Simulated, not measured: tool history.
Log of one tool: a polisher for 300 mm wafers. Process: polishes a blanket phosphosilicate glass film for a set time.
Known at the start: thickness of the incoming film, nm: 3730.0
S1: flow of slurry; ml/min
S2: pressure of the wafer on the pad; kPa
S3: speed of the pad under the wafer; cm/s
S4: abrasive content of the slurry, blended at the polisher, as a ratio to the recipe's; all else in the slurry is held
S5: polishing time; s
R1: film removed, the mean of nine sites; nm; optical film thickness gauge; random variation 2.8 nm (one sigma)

| run | hour | S1 | S2 | S3 | S4 | S5 | R1 |
|---|---|---|---|---|---|---|---|
| 1 | 0 | 215 | 25.5 | 130 | 1 | 36 | 395.08 |
| 2 | 3.3 | 215 | 25.5 | 148 | 1 | 36 | 423.75 |
| 3 | 5.9 | 215 | 25.5 | 132 | 1 | 36 | 393.38 |
| 4 | 8 | 215 | 19.3 | 132 | 1 | 36 | 325.31 |
| 5 | 15.1 | 225 | 22.1 | 132 | 1 | 36 | 361.46 |
| 6 | 22.5 | 250 | 23.4 | 132 | 1 | 36 | 380.19 |
| 7 | 27.6 | 260 | 24.8 | 132 | 1 | 36 | 396.93 |
| 8 | 30.3 | 265 | 26.2 | 132 | 1 | 36 | 413.03 |
| 9 | 37.7 | 265 | 26.2 | 132 | 1 | 36 | 418.6 |
| 10 | 46.3 | 275 | 26.9 | 132 | 1 | 36 | 425.21 |

The next listed run, before its measurement:
| 11 | 48.6 | 280 | 27.6 | 132 | 1 | 36 | ? |

{"run 11": {"R1": 431.33}}
